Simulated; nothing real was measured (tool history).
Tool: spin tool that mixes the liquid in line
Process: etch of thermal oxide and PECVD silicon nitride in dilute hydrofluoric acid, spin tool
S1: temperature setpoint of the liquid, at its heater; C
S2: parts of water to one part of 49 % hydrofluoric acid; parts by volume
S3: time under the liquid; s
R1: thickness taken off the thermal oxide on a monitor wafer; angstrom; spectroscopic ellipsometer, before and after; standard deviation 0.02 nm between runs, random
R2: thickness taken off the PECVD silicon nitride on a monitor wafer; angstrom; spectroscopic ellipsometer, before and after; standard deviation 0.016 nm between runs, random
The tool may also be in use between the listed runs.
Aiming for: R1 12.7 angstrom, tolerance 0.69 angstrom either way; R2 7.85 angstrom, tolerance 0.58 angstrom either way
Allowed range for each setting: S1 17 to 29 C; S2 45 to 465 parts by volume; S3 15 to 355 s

run,hour,S1,S2,S3,R1,R2
1,0,21,255,180,25.09,15.309
2,3.8,21,325,180,18.125,11.886
3,7.5,24.5,325,180,20.621,15.291
4,10.3,23,325,180,19.793,13.158
5,12.3,23,245,180,28.13,18.88
6,15.2,23,325,180,20.095,13.794
7,18.1,21.5,350,180,16.496,11.735
8,21.6,20,345,170,15.705,9.949
9,27.8,19.5,360,170,14.553,9.4982
10,31.8,18.5,365,170,13.42,8.6935
11,38.5,18,365,170,13.667,8.1371

5 next moves are on the table. One of them brings every result within its allowed miss. Which?
A,45.2,17.5,280,140,?,?
B,45.2,23,410,155,?,?
C,45.2,18.5,335,140,?,?
D,45.2,17,420,225,?,?
E,45.2,18.5,355,175,?,?

move,R1,R2
A,15.071,8.847
B,12.444,9.6143
C,12.498,7.9666
D,14.186,9.3951
E,14.503,9.4251
A: its largest miss is bigger than the last run's
B: the furthest-off result lands on target, but another misses its tolerance
C: every result within its allowed miss
D: its largest miss is bigger than the last run's
E: its largest miss is bigger than the last run's
Correct choice: C, which meets every target

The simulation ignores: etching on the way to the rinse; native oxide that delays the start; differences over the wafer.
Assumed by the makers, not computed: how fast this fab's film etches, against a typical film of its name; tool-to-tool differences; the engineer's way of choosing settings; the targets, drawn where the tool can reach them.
